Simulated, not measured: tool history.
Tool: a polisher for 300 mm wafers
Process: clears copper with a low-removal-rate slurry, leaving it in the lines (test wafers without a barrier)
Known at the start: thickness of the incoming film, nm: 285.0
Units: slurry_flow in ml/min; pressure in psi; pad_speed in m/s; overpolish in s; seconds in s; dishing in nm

run,hour,slurry_flow,pressure,pad_speed,slurry_solids,overpolish,seconds,dishing
1,0.0,190,2.1,1.16,1.0,15,110.77,25.696
2,2.1,190,2.1,1.16,1.0,10,111.54,17.727
3,5.4,160,2.1,1.16,1.0,10,115.78,17.097
4,13.1,160,2.1,1.16,1.0,15,115.89,24.503
5,17.3,150,2.0,1.16,1.0,17,119.77,26.434
6,21.2,115,2.0,1.16,1.0,17,129.64,24.153
7,25.0,115,2.0,1.16,1.0,17,131.42,24.809
8,29.6,115,1.9,1.16,1.0,19,136.52,26.178
9,36.5,115,1.8,1.14,1.0,20,145.44,25.649
10,37.9,115,1.8,1.12,1.0,21,147.47,26.586

Forecast run 11:
11,38.6,115,1.8,1.12,1.0,22,?,?

seconds: 147.04 s
dishing: 28.066 nm
